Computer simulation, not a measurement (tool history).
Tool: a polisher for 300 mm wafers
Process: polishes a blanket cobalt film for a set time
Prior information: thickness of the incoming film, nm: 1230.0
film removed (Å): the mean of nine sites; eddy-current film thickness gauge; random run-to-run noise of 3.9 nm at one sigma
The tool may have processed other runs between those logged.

run	day	flow of slurry (ml/min)	pressure of the wafer on the pad (psi)	speed of the pad under the wafer (cm/s)	polishing time (s)	film removed (Å)
1	0.000	190	1.8	110	76	3897.8
2	0.154	195	1.9	110	76	4091.7
3	0.283	200	2.0	110	76	4346.9
4	0.542	180	2.0	110	76	4224.8
5	0.671	190	2.1	110	76	4463.0
6	0.800	190	2.1	110	76	4506.6
7	1.162	200	2.2	110	76	4731.5

What does the tool deliver on the next run?
8	1.304	205	2.3	110	76	?

Run 8 came out at film removed (Å) 4903.6.

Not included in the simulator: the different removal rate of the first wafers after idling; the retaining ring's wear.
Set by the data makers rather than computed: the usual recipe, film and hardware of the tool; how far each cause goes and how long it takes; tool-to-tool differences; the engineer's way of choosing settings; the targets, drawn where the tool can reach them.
